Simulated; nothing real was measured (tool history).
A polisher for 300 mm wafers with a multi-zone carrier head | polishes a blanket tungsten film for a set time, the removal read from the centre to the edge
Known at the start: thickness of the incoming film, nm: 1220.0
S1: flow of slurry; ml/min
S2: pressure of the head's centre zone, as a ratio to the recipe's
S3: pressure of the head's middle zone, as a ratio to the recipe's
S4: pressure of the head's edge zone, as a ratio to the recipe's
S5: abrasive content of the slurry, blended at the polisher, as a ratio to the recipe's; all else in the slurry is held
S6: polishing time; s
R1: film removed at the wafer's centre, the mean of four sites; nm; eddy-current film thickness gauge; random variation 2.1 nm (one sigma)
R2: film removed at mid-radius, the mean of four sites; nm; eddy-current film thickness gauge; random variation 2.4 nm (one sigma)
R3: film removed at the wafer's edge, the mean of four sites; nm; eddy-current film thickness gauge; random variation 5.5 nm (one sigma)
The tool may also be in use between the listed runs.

run	hour	S1	S2	S3	S4	S5	S6	R1	R2	R3
1	0	225	1	1	1	1	86	303	313.49	314.16
2	7.6	225	0.92	1	1	1	86	277.08	316.24	320.51
3	9.9	225	1	1	1	1	86	301.98	312.74	320.84
4	18.4	235	0.99	1.02	1.03	1.05	86	305.55	319.84	336.96
5	24.2	235	0.99	1.02	1.03	1.2	86	322.08	332.32	336.19
6	32.2	235	0.99	1.02	1.03	1.2	70	254.81	272.24	271.88
7	35	245	0.97	1.05	1.05	1.25	72	260.39	288.97	279.31
8	37.1	240	0.95	1.06	1.07	1.3	75	270.4	304.47	301.99
9	41.8	245	0.94	1.08	1.09	1.35	77	275.69	315.56	331.02

The next listed run, before its measurement:
10	44.5	255	0.94	1.1	1.08	1.4	78	?	?	?

Run 10 gave R1 285.38 nm, R2 332.67 nm, R3 324.46 nm.
